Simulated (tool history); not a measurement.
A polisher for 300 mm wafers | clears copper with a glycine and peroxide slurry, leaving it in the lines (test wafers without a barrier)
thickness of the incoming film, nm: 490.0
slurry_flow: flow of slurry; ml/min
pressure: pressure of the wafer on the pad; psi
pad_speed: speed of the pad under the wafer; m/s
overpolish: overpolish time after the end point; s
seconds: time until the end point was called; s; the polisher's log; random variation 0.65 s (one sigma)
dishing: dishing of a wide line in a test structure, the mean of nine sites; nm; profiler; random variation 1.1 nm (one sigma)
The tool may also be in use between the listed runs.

run	hour	slurry_flow	pressure	pad_speed	overpolish	seconds	dishing
1	0	270	3.5	0.86	12	77.513	47.641
2	2	270	4.3	0.86	12	67.327	52.609
3	4.5	270	4.3	0.86	17	69.039	70.09
4	12.3	270	4.6	0.88	16	66.175	69.879
5	17	275	4.8	0.92	15	61.786	70.868
6	22.9	275	5	0.96	14	56.372	69.605
7	25.5	275	5.1	0.98	14	54.743	71.138

The next listed run, before its measurement:
8	30.5	275	5.2	1	14	?	?

seconds: 53.89 s
dishing: 73.265 nm

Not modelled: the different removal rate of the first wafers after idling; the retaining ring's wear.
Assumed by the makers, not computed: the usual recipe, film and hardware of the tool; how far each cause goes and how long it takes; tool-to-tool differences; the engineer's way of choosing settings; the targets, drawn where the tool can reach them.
